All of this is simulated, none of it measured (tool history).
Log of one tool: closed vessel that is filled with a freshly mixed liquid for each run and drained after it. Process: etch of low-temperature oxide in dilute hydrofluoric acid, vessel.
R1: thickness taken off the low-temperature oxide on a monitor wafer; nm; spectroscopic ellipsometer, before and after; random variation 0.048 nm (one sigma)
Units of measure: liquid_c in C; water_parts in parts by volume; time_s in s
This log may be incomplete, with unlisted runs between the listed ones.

run 1 day=0.000 | liquid_c=24.0 water_parts=95 time_s=30 | R1=5.8571
run 2 day=0.354 | liquid_c=25.5 water_parts=90 time_s=30 | R1=6.6346
run 3 day=0.492 | liquid_c=27.0 water_parts=90 time_s=30 | R1=6.9870
run 4 day=0.829 | liquid_c=28.0 water_parts=90 time_s=30 | R1=7.2837
run 5 day=1.062 | liquid_c=28.0 water_parts=90 time_s=30 | R1=7.3001
-- day=1.288 thermometer replaced
run 6 day=1.288 | liquid_c=29.0 water_parts=90 time_s=30 | R1=7.3363
run 7 day=1.329 | liquid_c=29.5 water_parts=85 time_s=30 | R1=7.9612

Run 8 has not been measured yet. What should we expect?
run 8 day=1.562 | liquid_c=30.0 water_parts=85 time_s=30 | R1=?

Run 8 gave R1 8.0904 nm.
